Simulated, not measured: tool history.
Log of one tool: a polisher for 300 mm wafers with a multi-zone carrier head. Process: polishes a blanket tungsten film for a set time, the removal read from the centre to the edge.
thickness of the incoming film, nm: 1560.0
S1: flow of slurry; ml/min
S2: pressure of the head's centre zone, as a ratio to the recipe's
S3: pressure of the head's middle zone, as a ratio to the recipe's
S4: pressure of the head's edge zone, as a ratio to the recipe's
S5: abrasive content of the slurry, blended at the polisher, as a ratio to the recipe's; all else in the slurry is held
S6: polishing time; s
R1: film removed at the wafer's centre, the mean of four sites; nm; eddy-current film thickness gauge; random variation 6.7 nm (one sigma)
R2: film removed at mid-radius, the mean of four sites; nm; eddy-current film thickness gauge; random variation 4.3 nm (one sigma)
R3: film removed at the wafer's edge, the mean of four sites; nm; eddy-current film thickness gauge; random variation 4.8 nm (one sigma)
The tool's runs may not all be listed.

run  hour   S1    S2    S3    S4    S5  S6      R1      R2      R3
  1     0  210     1     1     1     1  73  463.49  451.91  463.88
  2     5  210     1  0.97     1     1  73  460.99  439.12  463.67
  3   9.6  215  0.99  0.98  1.03   1.1  76  494.96  475.84   506.4
  4    15  265  0.99  0.98  1.03   1.1  76  497.59  480.53   515.2
  5  18.5  220  0.99  0.98  1.03   1.1  76  481.93  480.19  501.51
  6  21.9  220  0.99  0.98  0.96   1.1  76  492.71  474.99  492.96
  7  22.9  230  0.98  0.99     1  1.15  78  510.44  499.55  527.81
  8  29.8  280  0.96  1.09   1.1   1.4  87  611.12  662.71  645.84

Run 9 comes next. What will it give?
  9  36.3  280  0.95  1.08  1.12  1.4  88   ?   ?   ?

R1: 610.41 nm
R2: 667.56 nm
R3: 660.09 nm
